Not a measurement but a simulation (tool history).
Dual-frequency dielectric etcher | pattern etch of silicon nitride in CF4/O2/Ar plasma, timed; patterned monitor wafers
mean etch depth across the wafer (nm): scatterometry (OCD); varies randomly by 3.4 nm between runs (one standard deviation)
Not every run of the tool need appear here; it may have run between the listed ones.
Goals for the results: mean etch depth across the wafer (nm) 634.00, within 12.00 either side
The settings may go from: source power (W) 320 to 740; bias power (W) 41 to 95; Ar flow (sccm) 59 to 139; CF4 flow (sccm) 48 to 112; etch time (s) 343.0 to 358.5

run,day,source power (W),bias power (W),Ar flow (sccm),CF4 flow (sccm),etch time (s),mean etch depth across the wafer (nm)
1,0.000,530,68,99,80,343.0,812.30
2,0.271,450,68,99,80,343.0,705.84
3,0.358,430,68,99,80,343.0,676.73
4,0.700,430,68,99,74,343.0,674.94
5,0.842,420,68,99,74,343.0,662.00
6,0.879,490,68,99,74,343.0,751.45
7,1.242,460,68,99,74,343.0,709.03
8,1.462,440,68,99,74,343.0,685.74
9,1.817,430,68,99,74,343.0,671.90
10,1.854,420,68,99,74,343.0,663.76
11,1.942,410,68,99,74,343.0,647.22

Of the 5 settings listed for the next run, only one would bring every result within its allowed miss of target. Which one?
A,2.029,400,71,93,63,357.0,?
B,2.029,440,48,114,82,358.5,?
C,2.029,430,61,60,64,349.0,?
D,2.029,420,65,118,71,354.5,?
E,2.029,430,65,95,76,343.0,?

move,mean etch depth across the wafer (nm)
A,662.93
B,634.59
C,669.55
D,659.75
E,666.27
A: its largest miss is bigger than the last run's
B: hits every target within its allowed miss
C: its largest miss is bigger than the last run's
D: its largest miss is bigger than the last run's
E: its largest miss is bigger than the last run's
The right move is B.
